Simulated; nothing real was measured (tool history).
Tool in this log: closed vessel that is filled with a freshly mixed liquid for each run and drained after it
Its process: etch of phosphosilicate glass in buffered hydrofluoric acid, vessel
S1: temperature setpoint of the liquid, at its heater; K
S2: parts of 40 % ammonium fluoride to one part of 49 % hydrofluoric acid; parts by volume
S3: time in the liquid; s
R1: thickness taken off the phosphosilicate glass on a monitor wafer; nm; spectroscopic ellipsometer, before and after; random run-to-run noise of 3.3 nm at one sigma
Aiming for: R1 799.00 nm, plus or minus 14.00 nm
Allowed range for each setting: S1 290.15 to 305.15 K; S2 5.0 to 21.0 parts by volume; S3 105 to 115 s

run  hour      S1    S2   S3      R1
  1   0.0  297.15  13.0  105  437.56
  2   1.8  297.15  13.0  115  479.10
  3   9.6  298.15  13.0  115  507.25
  4  15.1  299.15  12.5  115  554.73
  5  17.2  300.15  12.5  115  586.89
  6  25.3  301.15  12.5  115  623.82
  7  25.8  301.65  12.5  115  636.42
  8  28.1  302.15  12.5  115  654.21
  9  36.7  302.65  12.5  115  667.27
 10  40.4  303.15  12.5  115  686.18
 11  43.3  303.65  12.5  115  703.78

5 candidate next runs follow, results not yet known. Just one meets every target within its allowed miss. Identify it.
  A  46.2  304.65  10.5  105   ?
  B  46.2  305.15  13.0  105   ?
  C  46.2  301.15  13.0  110   ?
  D  46.2  298.65   9.0  110   ?
  E  46.2  302.15  13.0  110   ?

move      R1
   A  802.84
   B  669.17
   C  568.19
   D  685.80
   E  599.13
A: every result lands within tolerance
B: misses by more than the last run did
C: misses by more than the last run did
D: misses by more than the last run did
E: misses by more than the last run did
So the answer is move A, the one that meets all the targets.

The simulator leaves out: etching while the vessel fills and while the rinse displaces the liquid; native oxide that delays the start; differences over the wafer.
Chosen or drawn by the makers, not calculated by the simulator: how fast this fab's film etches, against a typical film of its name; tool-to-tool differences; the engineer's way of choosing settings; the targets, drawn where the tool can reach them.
